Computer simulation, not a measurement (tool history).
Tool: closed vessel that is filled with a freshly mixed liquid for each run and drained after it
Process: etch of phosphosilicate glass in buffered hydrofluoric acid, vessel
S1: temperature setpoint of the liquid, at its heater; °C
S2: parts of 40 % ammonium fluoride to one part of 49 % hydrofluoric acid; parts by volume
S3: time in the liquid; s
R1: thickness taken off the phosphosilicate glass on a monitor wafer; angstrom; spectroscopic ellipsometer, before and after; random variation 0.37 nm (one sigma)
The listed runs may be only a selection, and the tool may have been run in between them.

run	day	S1	S2	S3	R1
1	0	23	9.5	30	1365.7
2	0.192	23	9.5	30	1357.4
3	0.283	26	9.5	30	1623.2
4	0.629	23.5	9.5	30	1417.6
5	0.917	22.5	9.5	30	1333.3
6	1.096	22	9.5	30	1295.6
7	1.45	21.5	9.5	30	1262.2
8	1.796	21	9.5	30	1225.6

Predict the results of run 9:
9	2.1	20.5	9.5	30	?

{"run 9": {"R1": 1193.2}}

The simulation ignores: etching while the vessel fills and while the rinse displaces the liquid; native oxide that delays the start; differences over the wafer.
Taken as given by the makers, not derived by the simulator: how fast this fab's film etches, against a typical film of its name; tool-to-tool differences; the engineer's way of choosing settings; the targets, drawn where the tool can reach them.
